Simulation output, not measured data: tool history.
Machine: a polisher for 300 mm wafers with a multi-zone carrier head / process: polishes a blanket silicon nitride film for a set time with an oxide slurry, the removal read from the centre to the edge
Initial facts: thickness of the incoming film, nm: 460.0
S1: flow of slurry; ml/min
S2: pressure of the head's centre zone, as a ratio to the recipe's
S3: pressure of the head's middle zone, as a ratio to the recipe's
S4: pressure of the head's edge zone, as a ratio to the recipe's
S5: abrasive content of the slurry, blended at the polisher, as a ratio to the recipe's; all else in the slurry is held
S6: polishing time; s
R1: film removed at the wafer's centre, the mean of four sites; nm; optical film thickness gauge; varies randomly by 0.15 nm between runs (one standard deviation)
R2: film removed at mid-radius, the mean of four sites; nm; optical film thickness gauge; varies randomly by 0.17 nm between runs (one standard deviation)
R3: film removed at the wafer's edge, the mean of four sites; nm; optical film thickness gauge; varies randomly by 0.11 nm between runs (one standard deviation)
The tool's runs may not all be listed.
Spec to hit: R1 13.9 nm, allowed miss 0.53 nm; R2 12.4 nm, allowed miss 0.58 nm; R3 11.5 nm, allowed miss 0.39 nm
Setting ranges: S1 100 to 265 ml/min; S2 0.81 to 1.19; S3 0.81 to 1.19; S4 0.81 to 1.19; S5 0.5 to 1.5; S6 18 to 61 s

{"run": 1, "day": 0.0, "S1": 170, "S2": 1, "S3": 1, "S4": 1, "S5": 1, "S6": 39, "R1": 16.955, "R2": 16, "R3": 17.067}
{"run": 2, "day": 0.167, "S1": 170, "S2": 0.94, "S3": 1, "S4": 1, "S5": 1, "S6": 39, "R1": 15.684, "R2": 16.178, "R3": 16.939}
{"run": 3, "day": 0.212, "S1": 175, "S2": 0.97, "S3": 1.01, "S4": 0.97, "S5": 0.9, "S6": 38, "R1": 15.198, "R2": 15.68, "R3": 15.642}
{"run": 4, "day": 0.404, "S1": 175, "S2": 1.02, "S3": 1.01, "S4": 0.97, "S5": 0.9, "S6": 38, "R1": 16.308, "R2": 15.602, "R3": 15.533}
{"run": 5, "day": 0.775, "S1": 170, "S2": 1.03, "S3": 0.99, "S4": 0.95, "S5": 0.8, "S6": 38, "R1": 15.625, "R2": 14.488, "R3": 14.561}
{"run": 6, "day": 1.033, "S1": 165, "S2": 1.04, "S3": 0.99, "S4": 0.93, "S5": 0.75, "S6": 38, "R1": 15.064, "R2": 14.183, "R3": 13.873}
{"run": 7, "day": 1.371, "S1": 160, "S2": 1.05, "S3": 0.98, "S4": 0.91, "S5": 0.7, "S6": 38, "R1": 14.739, "R2": 13.608, "R3": 13.478}
{"run": 8, "day": 1.688, "S1": 155, "S2": 1.06, "S3": 0.98, "S4": 0.89, "S5": 0.65, "S6": 38, "R1": 14.482, "R2": 12.558, "R3": 12.952}
{"run": 9, "day": 1.875, "S1": 155, "S2": 1.07, "S3": 1, "S4": 0.88, "S5": 0.6, "S6": 38, "R1": 13.993, "R2": 12.683, "R3": 12.174}

Below are 4 possible settings for the next run. Only one of them brings all results inside the allowed miss of their targets. Which is it?
{"run": "A", "day": 2.062, "S1": 155, "S2": 1.02, "S3": 0.98, "S4": 0.89, "S5": 0.5, "S6": 44, "R1": "?", "R2": "?", "R3": "?"}
{"run": "B", "day": 2.062, "S1": 195, "S2": 1.03, "S3": 0.91, "S4": 0.89, "S5": 0.55, "S6": 41, "R1": "?", "R2": "?", "R3": "?"}
{"run": "C", "day": 2.062, "S1": 180, "S2": 1.02, "S3": 1, "S4": 0.95, "S5": 0.55, "S6": 41, "R1": "?", "R2": "?", "R3": "?"}
{"run": "D", "day": 2.062, "S1": 155, "S2": 1.16, "S3": 1.07, "S4": 0.9, "S5": 0.6, "S6": 35, "R1": "?", "R2": "?", "R3": "?"}

move=A R1=13.873 R2=13.171 R3=13.038
move=B R1=14.133 R2=12.607 R3=13.013
move=C R1=13.845 R2=13.29 R3=13.305
move=D R1=13.598 R2=12.107 R3=11.338
A: misses by more than the last run did
B: misses by more than the last run did
C: misses by more than the last run did
D: every result lands within tolerance
The right move is D.
